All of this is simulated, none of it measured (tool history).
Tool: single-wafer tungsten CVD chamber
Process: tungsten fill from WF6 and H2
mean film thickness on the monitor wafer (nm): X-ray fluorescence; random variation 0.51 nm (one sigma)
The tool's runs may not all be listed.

run	hour	heater temperature setpoint (deg C)	chamber pressure (Torr)	deposition time (s)	mean film thickness on the monitor wafer (nm)
1	0	375	49.8	39.3	100.55
2	8.9	379	49.8	39.3	110.97
3	15.5	369	49.8	39.3	86.669
4	19.8	363	49.8	39.3	75.444
5	22.2	369	49.8	39.3	86.753
6	26	374	49.8	39.3	98.164
7	32.6	378	49.9	39.3	108.09
8	37.4	381	50	39.3	115.82

Run 9 comes next. What will it give?
9	43.3	383	50	39.3	?

Run 9 gave mean film thickness on the monitor wafer (nm) 121.65.

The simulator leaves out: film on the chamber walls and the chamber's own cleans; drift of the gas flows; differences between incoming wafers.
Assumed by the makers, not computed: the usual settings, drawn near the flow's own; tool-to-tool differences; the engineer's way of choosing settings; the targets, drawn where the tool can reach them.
